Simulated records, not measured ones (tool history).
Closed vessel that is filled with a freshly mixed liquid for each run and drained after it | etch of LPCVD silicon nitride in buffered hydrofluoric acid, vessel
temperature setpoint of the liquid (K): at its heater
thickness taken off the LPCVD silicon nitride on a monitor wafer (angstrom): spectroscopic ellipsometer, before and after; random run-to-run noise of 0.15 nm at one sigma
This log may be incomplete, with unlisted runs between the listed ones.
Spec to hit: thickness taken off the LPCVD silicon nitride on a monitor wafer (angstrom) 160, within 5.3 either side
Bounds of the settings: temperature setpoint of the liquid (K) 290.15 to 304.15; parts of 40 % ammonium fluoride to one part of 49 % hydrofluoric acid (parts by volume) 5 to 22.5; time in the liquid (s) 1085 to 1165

| run | hour | temperature setpoint of the liquid (K) | parts of 40 % ammonium fluoride to one part of 49 % hydrofluoric acid (parts by volume) | time in the liquid (s) | thickness taken off the LPCVD silicon nitride on a monitor wafer (angstrom) |
|---|---|---|---|---|---|
| 1 | 0 | 296.15 | 13.5 | 1085 | 124.57 |
| 2 | 7.7 | 294.65 | 13.5 | 1085 | 114.59 |
| 3 | 13.2 | 294.65 | 13.5 | 1085 | 113.9 |
| 4 | 21.9 | 294.65 | 13.5 | 1165 | 124.11 |
| 5 | 28.8 | 294.65 | 13.5 | 1165 | 122.29 |
|  | 30.5 | hydrofluoric acid flow meter replaced |
| 6 | 30.5 | 294.65 | 13.5 | 1085 | 107.78 |
| 7 | 31 | 295.15 | 13.5 | 1085 | 111.52 |
| 8 | 35.5 | 295.65 | 13.5 | 1085 | 115.85 |
| 9 | 42.5 | 296.15 | 13.5 | 1085 | 116.75 |
| 10 | 50.3 | 297.15 | 13.5 | 1085 | 124.55 |

Exactly one of the 4 candidate moves below puts every result within its allowed miss. Which one?
| A | 58.1 | 300.15 | 11 | 1105 | ? |
| B | 58.1 | 299.15 | 12.5 | 1155 | ? |
| C | 58.1 | 296.65 | 12.5 | 1150 | ? |
| D | 58.1 | 296.15 | 11.5 | 1095 | ? |

| move | thickness taken off the LPCVD silicon nitride on a monitor wafer (angstrom) |
|---|---|
| A | 182.47 |
| B | 159.55 |
| C | 138.69 |
| D | 139.4 |
A: carries the result that was furthest off beyond its target, to the other side
B: every result within its allowed miss
C: an improvement on the last run, though not all results are within tolerance
D: an improvement on the last run, though not all results are within tolerance
The move that meets every target is B.
